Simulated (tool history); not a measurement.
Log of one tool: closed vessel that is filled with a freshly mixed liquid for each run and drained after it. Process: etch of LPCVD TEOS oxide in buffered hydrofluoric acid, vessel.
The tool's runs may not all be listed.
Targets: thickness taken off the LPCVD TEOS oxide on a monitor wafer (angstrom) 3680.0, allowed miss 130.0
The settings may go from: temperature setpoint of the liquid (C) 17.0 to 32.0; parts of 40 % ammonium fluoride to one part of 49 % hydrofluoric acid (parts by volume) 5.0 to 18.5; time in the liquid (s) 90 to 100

run,hour,temperature setpoint of the liquid (C),parts of 40 % ammonium fluoride to one part of 49 % hydrofluoric acid (parts by volume),time in the liquid (s),thickness taken off the LPCVD TEOS oxide on a monitor wafer (angstrom)
1,0.0,24.0,11.5,90,2822.9
2,3.2,24.0,14.0,90,2346.3
3,6.5,24.0,12.0,90,2740.6
4,8.8,24.5,12.0,90,2805.8
5,16.8,22.0,12.0,90,2423.1
6,24.0,18.5,12.0,90,2010.8
7,25.2,20.0,12.0,90,2197.9
8,30.3,21.0,12.0,90,2289.7
9,32.8,22.0,12.0,90,2406.4
10,36.5,23.0,12.0,90,2538.7

Which of these 4 next moves meets every target?
A,40.2,22.0,15.0,90,?
B,40.2,18.5,14.5,95,?
C,40.2,25.5,10.0,95,?
D,40.2,21.5,9.5,90,?

move,thickness taken off the LPCVD TEOS oxide on a monitor wafer (angstrom)
A,1929.7
B,1731.2
C,3666.3
D,2882.4
A: further off than the last run
B: further off than the last run
C: meets every target
D: nearer than the last run, and not there yet
Answer: C
